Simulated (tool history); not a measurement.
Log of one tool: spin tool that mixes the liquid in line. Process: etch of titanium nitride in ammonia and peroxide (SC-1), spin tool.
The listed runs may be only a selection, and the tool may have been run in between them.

run	hour	temperature setpoint of the liquid (K)	parts of water to one part of 30 % peroxide (parts by volume)	parts of 29 % ammonia solution to one part of 30 % peroxide (parts by volume)	time under the liquid (s)	thickness taken off the titanium nitride on a monitor wafer (nm)
1	0.0	331.15	6	0.5	150	14.6670
2	3.8	331.15	6	0.5	165	16.0600
3	4.9	327.65	6	0.5	165	12.7160
4	8.5	334.15	6	0.5	165	19.5240
5	11.9	334.15	8	0.5	165	16.9520
6	12.8	330.15	8	0.5	165	13.1110
7	17.5	327.65	8	0.5	165	11.0100
8	22.3	320.65	8	0.5	165	6.8081

The next listed run, before its measurement:
9	25.7	321.15	8	0.5	165	?

thickness taken off the titanium nitride on a monitor wafer (nm): 7.0593
